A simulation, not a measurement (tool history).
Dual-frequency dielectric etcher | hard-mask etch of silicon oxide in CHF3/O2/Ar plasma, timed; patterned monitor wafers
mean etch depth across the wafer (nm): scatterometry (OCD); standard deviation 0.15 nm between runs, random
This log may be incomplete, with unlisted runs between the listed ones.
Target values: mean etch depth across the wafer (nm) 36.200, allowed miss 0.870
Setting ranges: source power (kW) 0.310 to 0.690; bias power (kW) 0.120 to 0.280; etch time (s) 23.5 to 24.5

| run | hour | source power (kW) | bias power (kW) | etch time (s) | mean etch depth across the wafer (nm) |
|---|---|---|---|---|---|
| 1 | 0.0 | 0.500 | 0.200 | 23.5 | 40.138 |
| 2 | 3.0 | 0.490 | 0.199 | 23.5 | 39.528 |
| 3 | 8.2 | 0.490 | 0.199 | 23.5 | 39.737 |
| 4 | 13.1 | 0.490 | 0.199 | 24.5 | 41.426 |
| 5 | 15.9 | 0.480 | 0.198 | 24.5 | 40.773 |
| 6 | 23.8 | 0.550 | 0.198 | 24.5 | 43.203 |
| 7 | 27.4 | 0.530 | 0.195 | 24.5 | 42.247 |
| 8 | 31.9 | 0.510 | 0.193 | 24.5 | 41.420 |
| 9 | 36.5 | 0.500 | 0.191 | 24.5 | 40.940 |
| 10 | 39.6 | 0.490 | 0.190 | 24.5 | 40.644 |

Pick the move, out of 5, that brings all results within their allowed miss; only one does.
| A | 42.7 | 0.540 | 0.194 | 24.5 | ? |
| B | 42.7 | 0.490 | 0.229 | 23.5 | ? |
| C | 42.7 | 0.460 | 0.209 | 23.5 | ? |
| D | 42.7 | 0.560 | 0.177 | 24.5 | ? |
| E | 42.7 | 0.480 | 0.164 | 23.5 | ? |

| move | mean etch depth across the wafer (nm) |
|---|---|
| A | 42.870 |
| B | 42.206 |
| C | 39.553 |
| D | 41.960 |
| E | 36.488 |
A: its largest miss is bigger than the last run's
B: its largest miss is bigger than the last run's
C: closes in on the targets versus the last run, not all within tolerance yet
D: its largest miss is bigger than the last run's
E: each result inside its tolerance
The move that meets every target is E.
